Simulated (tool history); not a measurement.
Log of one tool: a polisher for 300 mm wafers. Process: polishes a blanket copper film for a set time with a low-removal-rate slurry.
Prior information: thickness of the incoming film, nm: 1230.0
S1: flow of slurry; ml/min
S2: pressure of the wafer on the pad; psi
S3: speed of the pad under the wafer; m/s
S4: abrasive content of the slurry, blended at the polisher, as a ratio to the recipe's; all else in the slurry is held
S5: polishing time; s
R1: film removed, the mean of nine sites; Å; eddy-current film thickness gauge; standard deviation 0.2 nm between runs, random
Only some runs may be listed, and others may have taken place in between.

Run 1, hour 0: S1 145 ml/min, S2 2 psi, S3 0.86 m/s, S4 1, S5 28 s. Result: R1 471.78 Å.
Run 2, hour 7.2: S1 145 ml/min, S2 2 psi, S3 0.76 m/s, S4 1, S5 28 s. Result: R1 417.45 Å.
Run 3, hour 14: S1 175 ml/min, S2 2 psi, S3 0.76 m/s, S4 1, S5 28 s. Result: R1 439.25 Å.
Run 4, hour 17.5: S1 175 ml/min, S2 1.8 psi, S3 0.76 m/s, S4 1, S5 28 s. Result: R1 392.97 Å.
Run 5, hour 20.9: S1 170 ml/min, S2 1.7 psi, S3 0.74 m/s, S4 1, S5 28 s. Result: R1 361.35 Å.
Run 6, hour 27.7: S1 170 ml/min, S2 1.7 psi, S3 0.74 m/s, S4 1.15, S5 28 s. Result: R1 380.76 Å.
Run 7, hour 28.5: S1 165 ml/min, S2 1.6 psi, S3 0.72 m/s, S4 1.15, S5 28 s. Result: R1 351.01 Å.
Run 8, hour 35: S1 160 ml/min, S2 1.5 psi, S3 0.7 m/s, S4 1.15, S5 28 s. Result: R1 311.82 Å.
Run 9, hour 41.6: S1 155 ml/min, S2 1.4 psi, S3 0.7 m/s, S4 1.15, S5 28 s. Result: R1 291.06 Å.
Run 10, hour 44.7: S1 150 ml/min, S2 1.3 psi, S3 0.7 m/s, S4 1.15, S5 28 s. Result: R1 275.65 Å.
Run 11, hour 48: S1 145 ml/min, S2 1.2 psi, S3 0.7 m/s, S4 1.15, S5 28 s. Result: R1 261.96 Å.
Run 12, hour 55.6: S1 140 ml/min, S2 1.2 psi, S3 0.7 m/s, S4 1.15, S5 28 s. Result: R1 257.76 Å.
Run 13, hour 61.3: S1 135 ml/min, S2 1.2 psi, S3 0.7 m/s, S4 1.15, S5 28 s. Result: R1 257.53 Å.
Run 14, hour 66.3: S1 130 ml/min, S2 1.2 psi, S3 0.7 m/s, S4 1.15, S5 28 s. Result: R1 253.61 Å.
Run 15, hour 74.9: S1 130 ml/min, S2 1.2 psi, S3 0.7 m/s, S4 1.15, S5 28 s. Result: R1 257.96 Å.
Run 16, hour 78.7: S1 130 ml/min, S2 1.2 psi, S3 0.68 m/s, S4 1.15, S5 28 s. Result: R1 243.97 Å.
Run 17, hour 85: S1 125 ml/min, S2 1.2 psi, S3 0.68 m/s, S4 1.15, S5 28 s. Result: R1 243.19 Å.
Run 18, hour 92.9: S1 120 ml/min, S2 1.2 psi, S3 0.68 m/s, S4 1.15, S5 28 s. Result: R1 240.43 Å.

The next listed run, before its measurement:
Run 19, hour 95.4: S1 115 ml/min, S2 1.2 psi, S3 0.68 m/s, S4 1.15, S5 28 s. Result: R1 ?.

Run 19 measured R1 240.45 Å.

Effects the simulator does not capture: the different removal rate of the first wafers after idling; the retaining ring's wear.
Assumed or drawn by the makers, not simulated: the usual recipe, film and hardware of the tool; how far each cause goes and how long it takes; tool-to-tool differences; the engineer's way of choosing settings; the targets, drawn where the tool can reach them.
